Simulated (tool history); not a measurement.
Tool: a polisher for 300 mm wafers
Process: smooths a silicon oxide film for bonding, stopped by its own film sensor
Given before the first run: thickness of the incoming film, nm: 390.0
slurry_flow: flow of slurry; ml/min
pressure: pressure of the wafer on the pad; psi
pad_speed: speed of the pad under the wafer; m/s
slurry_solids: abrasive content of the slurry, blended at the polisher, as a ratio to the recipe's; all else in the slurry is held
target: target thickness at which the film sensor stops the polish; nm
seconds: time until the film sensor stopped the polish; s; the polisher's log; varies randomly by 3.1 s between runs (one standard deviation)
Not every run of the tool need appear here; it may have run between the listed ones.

Run 1, day 0: slurry_flow 240 ml/min, pressure 2.3 psi, pad_speed 0.96 m/s, slurry_solids 1, target 328 nm. Result: seconds 100.4 s.
Run 2, day 0.358: slurry_flow 240 ml/min, pressure 2.1 psi, pad_speed 0.94 m/s, slurry_solids 1, target 328 nm. Result: seconds 110.21 s.
Run 3, day 0.654: slurry_flow 240 ml/min, pressure 2.1 psi, pad_speed 1.08 m/s, slurry_solids 1, target 328 nm. Result: seconds 100.43 s.
Run 4, day 0.833: slurry_flow 240 ml/min, pressure 1.9 psi, pad_speed 1.06 m/s, slurry_solids 1, target 328 nm. Result: seconds 112.72 s.
Run 5, day 1.017: slurry_flow 240 ml/min, pressure 1.7 psi, pad_speed 1.06 m/s, slurry_solids 1, target 328 nm. Result: seconds 122.77 s.
Run 6, day 1.304: slurry_flow 240 ml/min, pressure 1.6 psi, pad_speed 1.04 m/s, slurry_solids 1, target 328 nm. Result: seconds 135.81 s.

Run 7 comes next. What will it give?
Run 7, day 1.658: slurry_flow 240 ml/min, pressure 1.5 psi, pad_speed 1.04 m/s, slurry_solids 1, target 328 nm. Result: seconds ?.

{"run 7": {"seconds": 140.91}}
